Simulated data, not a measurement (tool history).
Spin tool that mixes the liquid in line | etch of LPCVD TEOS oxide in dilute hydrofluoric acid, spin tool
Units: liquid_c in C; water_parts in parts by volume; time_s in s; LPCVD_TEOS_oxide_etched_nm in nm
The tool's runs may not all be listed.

run	hour	liquid_c	water_parts	time_s	LPCVD_TEOS_oxide_etched_nm
1	0.0	23.0	80	270	57.403
2	1.1	23.0	80	290	61.955
3	5.2	23.0	100	290	48.322
4	14.1	23.0	100	290	47.560
5	16.3	26.5	100	290	54.825
6	17.9	27.5	85	290	68.417
7	24.0	28.5	75	290	84.384
8	25.2	29.0	65	290	99.252
9	29.9	31.0	40	290	178.280
10	35.4	29.5	40	290	167.480
11	40.5	28.5	40	290	163.260
12	45.8	27.5	40	290	154.210

Run 13 comes next. What will it give?
13	54.5	27.0	40	290	?

LPCVD_TEOS_oxide_etched_nm: 153.930 nm
